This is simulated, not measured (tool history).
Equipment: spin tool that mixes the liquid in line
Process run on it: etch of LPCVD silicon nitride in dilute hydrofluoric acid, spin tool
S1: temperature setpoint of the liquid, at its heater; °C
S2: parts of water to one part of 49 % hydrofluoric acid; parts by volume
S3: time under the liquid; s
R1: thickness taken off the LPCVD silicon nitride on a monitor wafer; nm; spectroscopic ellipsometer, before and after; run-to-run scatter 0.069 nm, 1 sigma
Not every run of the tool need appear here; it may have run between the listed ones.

run,day,S1,S2,S3,R1
1,0,20,85,90,0.43646
2,0.075,23,85,90,0.52973
3,0.346,23,85,70,0.39681
4,0.708,23,70,70,0.49411
5,0.771,23,95,70,0.3576
6,0.871,20.5,95,70,0.30873
7,1.2,21.5,85,75,0.38847
8,1.433,22.5,75,75,0.49274
9,1.767,23.5,65,75,0.60949
10,2,23.5,65,75,0.56851

Run 11 is up next; what results do you expect?
11,2.088,24,60,75,?

Run 11 yielded R1 0.64371 nm.
